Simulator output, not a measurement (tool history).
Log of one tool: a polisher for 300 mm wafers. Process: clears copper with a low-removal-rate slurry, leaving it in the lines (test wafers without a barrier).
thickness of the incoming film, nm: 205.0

run  hour  flow of slurry (ml/min)  pressure of the wafer on the pad (psi)  speed of the pad under the wafer (cm/s)  abrasive content of the slurry  overpolish time after the end point (s)  time until the end point was called (s)  dishing of a wide line in a test structure (Å)
  1   0.0                      245                                     2.2                                      122                             1.0                                       27                                   85.253                                          447.67
  2   6.4                      245                                     2.0                                      122                             1.0                                       27                                   92.884                                          435.18
  3  10.2                      245                                     2.0                                      122                             1.0                                       19                                   92.832                                          307.20
  4  15.5                      245                                     1.9                                      120                             1.0                                       19                                  100.780                                          293.55
  5  17.9                      245                                     1.9                                      104                             1.0                                       19                                  114.960                                          251.84
  6  19.7                      245                                     1.8                                      104                             1.0                                       19                                  122.610                                          242.05

The next listed run, before its measurement:
  7  28.7                      235                                     1.2                                      104                             1.0                                       22                                        ?                                               ?

Run 7 gave time until the end point was called (s) 178.540, dishing of a wide line in a test structure (Å) 187.60.

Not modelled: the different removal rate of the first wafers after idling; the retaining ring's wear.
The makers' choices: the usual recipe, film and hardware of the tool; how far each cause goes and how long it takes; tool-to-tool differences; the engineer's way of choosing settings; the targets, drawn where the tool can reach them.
